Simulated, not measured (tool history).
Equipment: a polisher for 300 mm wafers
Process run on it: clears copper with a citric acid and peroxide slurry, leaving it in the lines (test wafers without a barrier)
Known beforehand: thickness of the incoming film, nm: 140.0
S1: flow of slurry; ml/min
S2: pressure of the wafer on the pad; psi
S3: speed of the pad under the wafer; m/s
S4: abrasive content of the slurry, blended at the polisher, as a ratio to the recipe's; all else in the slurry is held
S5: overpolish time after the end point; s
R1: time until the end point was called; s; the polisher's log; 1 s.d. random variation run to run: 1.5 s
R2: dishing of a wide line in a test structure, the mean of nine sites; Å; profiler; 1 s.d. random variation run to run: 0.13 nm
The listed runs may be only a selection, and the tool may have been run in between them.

run 1 day=0.000 | S1=285 S2=2.1 S3=0.98 S4=1.00 S5=13 | R1=113.26 R2=132.290
run 2 day=0.204 | S1=285 S2=2.1 S3=1.00 S4=1.00 S5=10 | R1=111.33 R2=109.840
run 3 day=0.512 | S1=285 S2=2.1 S3=1.00 S4=1.00 S5=5 | R1=115.22 R2=55.130
run 4 day=0.842 | S1=285 S2=1.7 S3=1.00 S4=1.00 S5=5 | R1=133.49 R2=46.875
run 5 day=1.183 | S1=285 S2=1.7 S3=1.00 S4=1.20 S5=5 | R1=126.64 R2=47.947
run 6 day=1.450 | S1=285 S2=1.7 S3=1.00 S4=1.25 S5=5 | R1=123.38 R2=49.137
run 7 day=1.796 | S1=290 S2=1.7 S3=1.06 S4=1.35 S5=5 | R1=113.11 R2=52.077
run 8 day=1.862 | S1=295 S2=1.7 S3=1.12 S4=1.40 S5=5 | R1=107.32 R2=59.170
run 9 day=1.904 | S1=255 S2=1.9 S3=1.08 S4=1.45 S5=5 | R1=102.78 R2=58.966

Expected results for the next run?
run 10 day=1.942 | S1=255 S2=1.9 S3=1.08 S4=1.45 S5=5 | R1=? R2=?

R1: 103.29 s
R2: 59.571 Å
